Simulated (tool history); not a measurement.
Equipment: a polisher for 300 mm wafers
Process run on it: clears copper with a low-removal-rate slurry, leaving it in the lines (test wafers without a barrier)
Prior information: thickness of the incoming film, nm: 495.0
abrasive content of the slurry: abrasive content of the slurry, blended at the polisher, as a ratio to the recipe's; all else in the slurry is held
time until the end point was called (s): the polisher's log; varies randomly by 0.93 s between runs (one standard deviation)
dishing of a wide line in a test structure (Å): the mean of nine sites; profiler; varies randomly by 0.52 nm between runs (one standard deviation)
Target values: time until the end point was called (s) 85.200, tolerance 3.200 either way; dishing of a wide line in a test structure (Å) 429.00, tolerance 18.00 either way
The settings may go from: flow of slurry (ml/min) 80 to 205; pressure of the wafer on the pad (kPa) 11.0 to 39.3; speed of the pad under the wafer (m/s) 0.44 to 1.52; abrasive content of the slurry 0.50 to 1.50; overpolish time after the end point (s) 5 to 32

| run | day | flow of slurry (ml/min) | pressure of the wafer on the pad (kPa) | speed of the pad under the wafer (m/s) | abrasive content of the slurry | overpolish time after the end point (s) | time until the end point was called (s) | dishing of a wide line in a test structure (Å) |
|---|---|---|---|---|---|---|---|---|
| 1 | 0.000 | 135 | 24.8 | 0.98 | 1.00 | 16 | 130.040 | 374.71 |
| 2 | 0.275 | 135 | 24.8 | 0.98 | 0.80 | 16 | 132.760 | 388.82 |
| 3 | 0.550 | 135 | 28.3 | 0.98 | 0.80 | 16 | 119.750 | 400.26 |
| 4 | 0.688 | 115 | 28.3 | 0.98 | 0.80 | 16 | 127.890 | 395.26 |
| 5 | 0.800 | 115 | 26.2 | 0.98 | 0.80 | 16 | 131.630 | 378.27 |
| 6 | 1.162 | 115 | 26.2 | 0.82 | 0.80 | 16 | 160.370 | 327.86 |
| 7 | 1.192 | 140 | 30.3 | 0.82 | 0.80 | 15 | 134.280 | 352.24 |
| 8 | 1.250 | 155 | 33.1 | 0.84 | 0.80 | 14 | 121.480 | 380.36 |
| 9 | 1.408 | 165 | 35.2 | 0.88 | 0.80 | 13 | 110.030 | 381.75 |
| 10 | 1.729 | 165 | 39.3 | 1.02 | 0.80 | 11 | 88.169 | 394.69 |

Consider the 5 candidate settings below. Which is the only one whose results all fall within their allowed miss of target?
| A | 2.050 | 160 | 39.3 | 1.12 | 0.80 | 11 | ? | ? |
| B | 2.050 | 135 | 33.1 | 1.28 | 0.65 | 10 | ? | ? |
| C | 2.050 | 160 | 39.3 | 1.06 | 0.75 | 13 | ? | ? |
| D | 2.050 | 165 | 39.3 | 1.02 | 0.90 | 12 | ? | ? |
| E | 2.050 | 145 | 37.2 | 1.00 | 0.80 | 15 | ? | ? |

| move | time until the end point was called (s) | dishing of a wide line in a test structure (Å) |
|---|---|---|
| A | 80.272 | 425.36 |
| B | 85.130 | 374.18 |
| C | 85.314 | 461.21 |
| D | 86.231 | 430.45 |
| E | 95.228 | 471.52 |
A: gets the furthest-off result to its target, but another result is out of tolerance
B: its largest miss is bigger than the last run's
C: takes the biggest miss from the last run beyond its target
D: in spec on every target
E: takes the biggest miss from the last run beyond its target
D is the move that brings every result within its allowed miss.

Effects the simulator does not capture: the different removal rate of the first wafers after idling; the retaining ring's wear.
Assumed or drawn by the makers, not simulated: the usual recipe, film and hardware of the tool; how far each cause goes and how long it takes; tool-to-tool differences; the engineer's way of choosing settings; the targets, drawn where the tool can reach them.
